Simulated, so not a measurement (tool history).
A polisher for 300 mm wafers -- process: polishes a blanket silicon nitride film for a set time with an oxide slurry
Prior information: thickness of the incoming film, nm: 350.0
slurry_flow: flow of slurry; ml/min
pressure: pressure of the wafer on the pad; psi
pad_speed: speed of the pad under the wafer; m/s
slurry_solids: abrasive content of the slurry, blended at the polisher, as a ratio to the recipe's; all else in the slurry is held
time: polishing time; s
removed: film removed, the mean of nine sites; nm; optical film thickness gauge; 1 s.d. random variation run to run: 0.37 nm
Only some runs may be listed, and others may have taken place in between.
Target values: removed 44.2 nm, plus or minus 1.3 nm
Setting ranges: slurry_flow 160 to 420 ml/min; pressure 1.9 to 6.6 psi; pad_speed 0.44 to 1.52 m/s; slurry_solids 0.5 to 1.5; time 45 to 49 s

| run | hour | slurry_flow | pressure | pad_speed | slurry_solids | time | removed |
|---|---|---|---|---|---|---|---|
| 1 | 0 | 270 | 4.2 | 0.98 | 1 | 49 | 33.067 |
| 2 | 1 | 270 | 4.6 | 0.98 | 1 | 49 | 35.268 |
| 3 | 4.1 | 270 | 4.6 | 0.98 | 1.1 | 49 | 37.082 |
| 4 | 12.7 | 270 | 4.6 | 0.98 | 1 | 49 | 35.582 |
| 5 | 13.8 | 270 | 4.6 | 0.98 | 1 | 49 | 35.247 |
| 6 | 14.3 | 270 | 4.9 | 0.98 | 1 | 49 | 36.932 |
| 7 | 15.8 | 270 | 5.2 | 0.98 | 1 | 49 | 38.997 |
| 8 | 23.8 | 270 | 5.4 | 0.98 | 1 | 49 | 40.148 |
| 9 | 31.8 | 270 | 5.6 | 0.98 | 1 | 49 | 41.115 |

Which single option among these 5 for the next run brings every result within its allowed miss of target? Just one does.
| A | 39.8 | 285 | 6.2 | 0.86 | 1 | 45 | ? |
| B | 39.8 | 210 | 5.7 | 1.04 | 1.1 | 48 | ? |
| C | 39.8 | 285 | 5.8 | 1 | 0.9 | 45 | ? |
| D | 39.8 | 245 | 6.6 | 1 | 0.75 | 48 | ? |
| E | 39.8 | 235 | 6 | 1.04 | 0.9 | 45 | ? |

| move | removed |
|---|---|
| A | 37.782 |
| B | 44.423 |
| C | 37.984 |
| D | 40.046 |
| E | 39.597 |
A: further off than the last run
B: in spec on every target
C: further off than the last run
D: further off than the last run
E: further off than the last run
The right move is B.
